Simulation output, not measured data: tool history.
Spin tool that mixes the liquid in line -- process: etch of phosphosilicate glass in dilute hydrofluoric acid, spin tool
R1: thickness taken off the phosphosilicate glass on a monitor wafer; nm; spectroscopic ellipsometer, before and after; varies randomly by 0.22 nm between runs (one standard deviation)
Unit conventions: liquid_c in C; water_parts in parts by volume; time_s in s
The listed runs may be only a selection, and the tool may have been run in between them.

run 1 day=0.000 | liquid_c=23.0 water_parts=115 time_s=50 | R1=32.350
run 2 day=0.300 | liquid_c=21.0 water_parts=115 time_s=50 | R1=29.833
run 3 day=0.429 | liquid_c=24.0 water_parts=115 time_s=50 | R1=33.721
run 4 day=0.750 | liquid_c=24.0 water_parts=115 time_s=50 | R1=33.627
run 5 day=0.821 | liquid_c=24.0 water_parts=115 time_s=50 | R1=33.720
run 6 day=0.896 | liquid_c=22.0 water_parts=115 time_s=50 | R1=31.166
run 7 day=1.142 | liquid_c=23.5 water_parts=110 time_s=50 | R1=34.779

Run 8, settings as shown, results not yet in. Your forecast:
run 8 day=1.375 | liquid_c=25.0 water_parts=105 time_s=50 | R1=?

R1: 38.484 nm

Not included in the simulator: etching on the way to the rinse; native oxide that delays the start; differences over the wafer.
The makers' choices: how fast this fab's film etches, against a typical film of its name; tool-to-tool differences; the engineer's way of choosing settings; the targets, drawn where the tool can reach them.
